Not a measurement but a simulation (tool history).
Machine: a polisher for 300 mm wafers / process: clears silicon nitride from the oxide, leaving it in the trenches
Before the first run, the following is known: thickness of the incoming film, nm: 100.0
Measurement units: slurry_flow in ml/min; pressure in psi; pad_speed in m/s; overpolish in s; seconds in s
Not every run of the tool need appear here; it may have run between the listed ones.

run 1 hour=0.0 | slurry_flow=125 pressure=3.1 pad_speed=1.04 overpolish=39 | seconds=106.320
run 2 hour=1.9 | slurry_flow=110 pressure=3.1 pad_speed=1.04 overpolish=39 | seconds=106.080
run 3 hour=7.4 | slurry_flow=135 pressure=3.1 pad_speed=1.04 overpolish=39 | seconds=102.470
run 4 hour=11.5 | slurry_flow=140 pressure=3.3 pad_speed=1.04 overpolish=39 | seconds=98.391
run 5 hour=19.7 | slurry_flow=140 pressure=2.8 pad_speed=1.04 overpolish=39 | seconds=110.720
run 6 hour=23.2 | slurry_flow=145 pressure=3.2 pad_speed=1.04 overpolish=39 | seconds=100.070
run 7 hour=30.7 | slurry_flow=145 pressure=3.5 pad_speed=1.04 overpolish=39 | seconds=91.339
run 8 hour=34.3 | slurry_flow=145 pressure=3.7 pad_speed=1.04 overpolish=39 | seconds=86.696
run 9 hour=41.0 | slurry_flow=145 pressure=3.7 pad_speed=1.04 overpolish=39 | seconds=90.087

Forecast run 10:
run 10 hour=49.9 | slurry_flow=145 pressure=3.9 pad_speed=1.04 overpolish=39 | seconds=?

Run 10 came out at seconds 84.096 s.
